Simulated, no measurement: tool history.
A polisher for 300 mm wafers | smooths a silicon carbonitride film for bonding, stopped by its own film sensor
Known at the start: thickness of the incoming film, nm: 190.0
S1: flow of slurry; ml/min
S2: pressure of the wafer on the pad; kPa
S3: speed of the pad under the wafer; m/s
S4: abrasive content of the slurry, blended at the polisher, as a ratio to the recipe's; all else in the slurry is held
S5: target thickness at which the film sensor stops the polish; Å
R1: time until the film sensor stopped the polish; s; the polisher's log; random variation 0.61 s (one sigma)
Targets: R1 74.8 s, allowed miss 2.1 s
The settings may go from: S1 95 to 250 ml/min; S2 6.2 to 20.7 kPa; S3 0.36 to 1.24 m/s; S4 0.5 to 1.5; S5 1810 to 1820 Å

run,hour,S1,S2,S3,S4,S5,R1
1,0,160,13.1,0.8,1,1810,50.823
2,5.9,160,10.3,0.8,1,1810,62.107
3,11.7,160,10.3,0.6,1,1810,72.473
4,18.1,160,13.1,0.6,1,1810,58.901
5,25.4,180,13.1,0.6,1,1810,58.228
6,29.7,175,12.4,0.6,1,1810,60.831
7,37.5,165,11.7,0.6,1,1810,65.718
8,42.1,160,11.7,0.6,1,1810,65.195
9,48.3,160,11,0.6,1,1810,67.964
10,51.6,160,10.3,0.6,1,1810,71.53
11,60,155,10.3,0.6,1,1810,72.224
# hour 62.2: slurry nozzle cleaned
12,62.2,150,10.3,0.6,1,1810,64.923
13,68.2,155,10.3,0.6,1,1810,65.665

5 next moves are on the table. One of them brings every result within its allowed miss. Which?
A,74.2,185,8.3,0.64,0.9,1810,?
B,74.2,165,8.3,0.56,0.95,1810,?
C,74.2,120,8.3,0.66,0.95,1820,?
D,74.2,175,8.3,0.5,1,1810,?
E,74.2,145,10.3,0.62,1,1820,?

move,R1
A,74.376
B,79.234
C,69.151
D,81.213
E,57.098
A: meets every target
B: takes the result that was furthest off past its target
C: nearer than the last run, and not there yet
D: takes the result that was furthest off past its target
E: further off than the last run
Move A is the one to make.

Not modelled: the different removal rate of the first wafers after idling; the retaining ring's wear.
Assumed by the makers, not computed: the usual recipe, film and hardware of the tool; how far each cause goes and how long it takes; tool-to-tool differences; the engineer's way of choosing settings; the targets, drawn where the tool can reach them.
